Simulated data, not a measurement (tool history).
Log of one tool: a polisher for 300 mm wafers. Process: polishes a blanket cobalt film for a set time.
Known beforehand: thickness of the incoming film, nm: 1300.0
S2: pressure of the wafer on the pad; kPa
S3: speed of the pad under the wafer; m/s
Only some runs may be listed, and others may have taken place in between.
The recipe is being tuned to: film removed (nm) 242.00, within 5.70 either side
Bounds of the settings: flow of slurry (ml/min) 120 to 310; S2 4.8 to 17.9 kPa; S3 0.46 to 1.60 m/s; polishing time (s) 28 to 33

{"run": 1, "hour": 0.0, "flow of slurry (ml/min)": 200, "S2": 11.0, "S3": 1.02, "polishing time (s)": 33, "film removed (nm)": 165.77}
{"run": 2, "hour": 2.6, "flow of slurry (ml/min)": 210, "S2": 11.7, "S3": 1.02, "polishing time (s)": 33, "film removed (nm)": 177.09}
{"run": 3, "hour": 4.8, "flow of slurry (ml/min)": 210, "S2": 11.7, "S3": 1.02, "polishing time (s)": 28, "film removed (nm)": 148.37}
{"run": 4, "hour": 10.2, "flow of slurry (ml/min)": 210, "S2": 11.7, "S3": 1.02, "polishing time (s)": 28, "film removed (nm)": 150.18}
{"run": 5, "hour": 18.9, "flow of slurry (ml/min)": 210, "S2": 13.1, "S3": 1.02, "polishing time (s)": 28, "film removed (nm)": 166.31}
{"run": 6, "hour": 22.4, "flow of slurry (ml/min)": 210, "S2": 13.1, "S3": 0.8, "polishing time (s)": 28, "film removed (nm)": 132.7}
{"run": 7, "hour": 28.6, "flow of slurry (ml/min)": 210, "S2": 14.5, "S3": 0.86, "polishing time (s)": 28, "film removed (nm)": 155.37}
{"run": 8, "hour": 33.6, "flow of slurry (ml/min)": 210, "S2": 15.2, "S3": 0.92, "polishing time (s)": 28, "film removed (nm)": 175.84}
{"run": 9, "hour": 39.7, "flow of slurry (ml/min)": 210, "S2": 15.9, "S3": 0.94, "polishing time (s)": 28, "film removed (nm)": 187.6}
{"run": 10, "hour": 40.6, "flow of slurry (ml/min)": 210, "S2": 16.5, "S3": 0.96, "polishing time (s)": 28, "film removed (nm)": 198.82}
{"run": 11, "hour": 48.9, "flow of slurry (ml/min)": 210, "S2": 17.2, "S3": 0.98, "polishing time (s)": 28, "film removed (nm)": 209.85}
{"run": 12, "hour": 50.2, "flow of slurry (ml/min)": 215, "S2": 17.2, "S3": 1.0, "polishing time (s)": 28, "film removed (nm)": 212.4}
{"run": 13, "hour": 53.5, "flow of slurry (ml/min)": 215, "S2": 17.2, "S3": 1.02, "polishing time (s)": 28, "film removed (nm)": 219.62}

Pick the move, out of 4, that brings all results within their allowed miss; only one does.
{"run": "A", "hour": 56.8, "flow of slurry (ml/min)": 145, "S2": 16.5, "S3": 1.1, "polishing time (s)": 30, "film removed (nm)": "?"}
{"run": "B", "hour": 56.8, "flow of slurry (ml/min)": 210, "S2": 15.2, "S3": 1.02, "polishing time (s)": 28, "film removed (nm)": "?"}
{"run": "C", "hour": 56.8, "flow of slurry (ml/min)": 175, "S2": 17.9, "S3": 1.04, "polishing time (s)": 28, "film removed (nm)": "?"}
{"run": "D", "hour": 56.8, "flow of slurry (ml/min)": 285, "S2": 15.9, "S3": 1.0, "polishing time (s)": 33, "film removed (nm)": "?"}

move=A film_removed_(nm)=227.01
move=B film_removed_(nm)=190.21
move=C film_removed_(nm)=223.07
move=D film_removed_(nm)=237.13
A: moves toward the targets from the last run without getting all of them in spec
B: the biggest miss grows against the last run
C: moves toward the targets from the last run without getting all of them in spec
D: in spec on every target
The move that meets every target is D.
